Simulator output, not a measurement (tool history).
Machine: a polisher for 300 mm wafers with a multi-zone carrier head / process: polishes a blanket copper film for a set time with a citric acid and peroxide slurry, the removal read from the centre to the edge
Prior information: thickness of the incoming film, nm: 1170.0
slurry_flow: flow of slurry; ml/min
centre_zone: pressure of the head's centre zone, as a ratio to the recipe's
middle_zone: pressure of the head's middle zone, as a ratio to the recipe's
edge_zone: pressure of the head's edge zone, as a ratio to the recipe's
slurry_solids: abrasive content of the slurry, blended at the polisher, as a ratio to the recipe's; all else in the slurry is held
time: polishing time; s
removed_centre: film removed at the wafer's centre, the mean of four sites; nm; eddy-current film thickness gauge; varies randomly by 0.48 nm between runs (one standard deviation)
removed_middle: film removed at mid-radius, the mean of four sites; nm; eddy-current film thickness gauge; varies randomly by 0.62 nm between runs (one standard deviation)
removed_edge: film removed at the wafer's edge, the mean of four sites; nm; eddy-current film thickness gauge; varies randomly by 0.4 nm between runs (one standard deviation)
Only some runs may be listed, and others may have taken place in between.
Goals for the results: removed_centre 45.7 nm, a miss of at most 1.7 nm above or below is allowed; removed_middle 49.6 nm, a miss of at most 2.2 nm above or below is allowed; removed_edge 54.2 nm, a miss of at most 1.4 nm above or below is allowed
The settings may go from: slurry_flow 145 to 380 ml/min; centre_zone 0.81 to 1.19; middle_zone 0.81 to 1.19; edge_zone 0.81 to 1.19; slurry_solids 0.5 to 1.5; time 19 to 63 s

run 1 day=0 | slurry_flow=245 centre_zone=1 middle_zone=1 edge_zone=1 slurry_solids=1 time=41 | removed_centre=71.739 removed_middle=73.298 removed_edge=70.108
run 2 day=0.083 | slurry_flow=245 centre_zone=1 middle_zone=1 edge_zone=1 slurry_solids=1 time=37 | removed_centre=65.975 removed_middle=63.815 removed_edge=63.168
run 3 day=0.196 | slurry_flow=230 centre_zone=0.95 middle_zone=0.98 edge_zone=1 slurry_solids=0.9 time=37 | removed_centre=60.667 removed_middle=61.99 removed_edge=62.455
run 4 day=0.338 | slurry_flow=220 centre_zone=0.92 middle_zone=0.96 edge_zone=0.99 slurry_solids=0.8 time=36 | removed_centre=55.906 removed_middle=58.389 removed_edge=59.281
run 5 day=0.558 | slurry_flow=220 centre_zone=0.92 middle_zone=0.96 edge_zone=0.99 slurry_solids=0.6 time=36 | removed_centre=53.147 removed_middle=54.545 removed_edge=55.999
run 6 day=0.617 | slurry_flow=215 centre_zone=0.89 middle_zone=0.94 edge_zone=0.99 slurry_solids=0.6 time=36 | removed_centre=51.72 removed_middle=56.204 removed_edge=55.963
-- day=0.671 edge zone pressure recalibrated
run 7 day=0.671 | slurry_flow=205 centre_zone=0.88 middle_zone=0.91 edge_zone=1.02 slurry_solids=0.6 time=35 | removed_centre=48.377 removed_middle=51.325 removed_edge=56.704
run 8 day=0.708 | slurry_flow=200 centre_zone=0.87 middle_zone=0.91 edge_zone=1.01 slurry_solids=0.6 time=35 | removed_centre=48.383 removed_middle=51.276 removed_edge=56.229
run 9 day=0.733 | slurry_flow=195 centre_zone=0.86 middle_zone=0.91 edge_zone=1 slurry_solids=0.6 time=35 | removed_centre=47.586 removed_middle=51.297 removed_edge=56.27
run 10 day=1.067 | slurry_flow=190 centre_zone=0.86 middle_zone=0.91 edge_zone=0.99 slurry_solids=0.6 time=35 | removed_centre=47.826 removed_middle=51.289 removed_edge=56.216
run 11 day=1.196 | slurry_flow=190 centre_zone=0.86 middle_zone=0.91 edge_zone=0.98 slurry_solids=0.6 time=35 | removed_centre=47.803 removed_middle=49.284 removed_edge=56.001
run 12 day=1.367 | slurry_flow=190 centre_zone=0.86 middle_zone=0.91 edge_zone=0.98 slurry_solids=0.6 time=35 | removed_centre=47.347 removed_middle=51.005 removed_edge=55.261

Of the 4 settings listed for the next run, only one would bring every result within its allowed miss of target. Which one?
run A day=1.538 | slurry_flow=180 centre_zone=0.95 middle_zone=0.9 edge_zone=1.04 slurry_solids=0.65 time=33 | removed_centre=? removed_middle=? removed_edge=?
run B day=1.538 | slurry_flow=200 centre_zone=0.81 middle_zone=0.91 edge_zone=1 slurry_solids=0.55 time=37 | removed_centre=? removed_middle=? removed_edge=?
run C day=1.538 | slurry_flow=275 centre_zone=0.85 middle_zone=0.87 edge_zone=0.97 slurry_solids=1.05 time=32 | removed_centre=? removed_middle=? removed_edge=?
run D day=1.538 | slurry_flow=150 centre_zone=0.84 middle_zone=0.9 edge_zone=0.91 slurry_solids=0.65 time=35 | removed_centre=? removed_middle=? removed_edge=?

move=A removed_centre=49.597 removed_middle=48.36 removed_edge=53.226
move=B removed_centre=47.241 removed_middle=54.197 removed_edge=58.131
move=C removed_centre=49.161 removed_middle=51.662 removed_edge=56.532
move=D removed_centre=45.376 removed_middle=50.041 removed_edge=53.213
A: misses by more than the last run did
B: meets the target for the result that was furthest off, but another lies outside its allowed miss
C: misses by more than the last run did
D: hits every target within its allowed miss
Move D is the one to make.
